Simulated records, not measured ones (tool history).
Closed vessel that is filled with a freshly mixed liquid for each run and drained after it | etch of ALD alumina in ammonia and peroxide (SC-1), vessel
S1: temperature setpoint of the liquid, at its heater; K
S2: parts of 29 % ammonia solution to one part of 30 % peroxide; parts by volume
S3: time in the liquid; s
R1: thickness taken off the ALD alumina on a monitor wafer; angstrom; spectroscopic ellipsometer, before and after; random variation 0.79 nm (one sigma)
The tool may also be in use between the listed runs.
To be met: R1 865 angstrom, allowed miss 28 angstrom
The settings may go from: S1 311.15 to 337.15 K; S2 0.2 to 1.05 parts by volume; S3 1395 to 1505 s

run  hour      S1    S2    S3      R1
  1     0  321.15  0.55  1395   750.4
  2     5  321.15   0.4  1395  716.36
  3   8.5  321.15   0.4  1395  729.45
  4  17.9  317.65   0.4  1395  591.24
  5  24.3  311.15   0.4  1395  402.46
  6  29.4  311.15   0.4  1505  442.39
  7  30.6  312.65   0.4  1505  475.17
  8  36.4  314.15   0.4  1505  522.94
  9    41  315.65   0.4  1505  570.18
 10  44.4  316.65   0.4  1505  601.67
 11  47.9  317.65   0.4  1505  639.64
 12  51.1  318.65   0.4  1505  675.49
 13  55.5  319.15   0.4  1505  693.83
 14  57.2  319.65   0.4  1505  705.39
 15  61.8  320.15   0.4  1505  735.61
 16    68  320.15   0.4  1505  738.85
 17  70.5  320.65   0.4  1505   749.2
 18  79.5  321.15   0.4  1505  768.79
 19  86.9  321.65   0.4  1505  800.27

5 next moves are on the table. One of them brings every result within its allowed miss. Which?
  A  94.3  321.15  0.35  1400   ?
  B  94.3  324.15   0.5  1505   ?
  C  94.3  322.15  0.35  1460   ?
  D  94.3  323.15   0.5  1480   ?
  E  94.3  322.65  0.55  1395   ?

move      R1
   A  714.79
   B  938.05
   C  788.04
   D  873.27
   E  808.03
A: further off than the last run
B: takes the result that was furthest off past its target
C: further off than the last run
D: meets every target
E: nearer than the last run, and not there yet
Answer: D
